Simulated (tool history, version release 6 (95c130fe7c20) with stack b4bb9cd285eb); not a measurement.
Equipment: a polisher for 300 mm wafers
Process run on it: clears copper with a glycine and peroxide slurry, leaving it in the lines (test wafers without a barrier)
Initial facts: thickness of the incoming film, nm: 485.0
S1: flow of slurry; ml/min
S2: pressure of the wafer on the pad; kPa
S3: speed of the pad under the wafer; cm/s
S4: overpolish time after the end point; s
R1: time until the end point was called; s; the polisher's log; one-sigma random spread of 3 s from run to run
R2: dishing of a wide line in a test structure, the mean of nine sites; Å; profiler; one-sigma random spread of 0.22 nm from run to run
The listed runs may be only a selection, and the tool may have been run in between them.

run  hour   S1    S2   S3  S4       R1      R2
  1   0.0  150  17.2  124  13   88.453  400.65
  2   4.9  150  21.4  124  13   75.414  452.94
  3  12.4  135  17.2  112  10   98.869  317.08
  4  19.2  120  14.5  108   8  119.020  233.84
  5  21.2  120  11.0  108   8  153.220  196.45
  6  26.6  110  10.3  112   7  151.560  167.57
  7  27.2  105   9.7  112   7  165.750  153.77
  8  35.2  100   9.7  114   7  163.320  157.05

Predict the results of run 9:
  9  40.0  100  9.7  116   7   ?   ?

R1: 167.510 s
R2: 161.79 Å

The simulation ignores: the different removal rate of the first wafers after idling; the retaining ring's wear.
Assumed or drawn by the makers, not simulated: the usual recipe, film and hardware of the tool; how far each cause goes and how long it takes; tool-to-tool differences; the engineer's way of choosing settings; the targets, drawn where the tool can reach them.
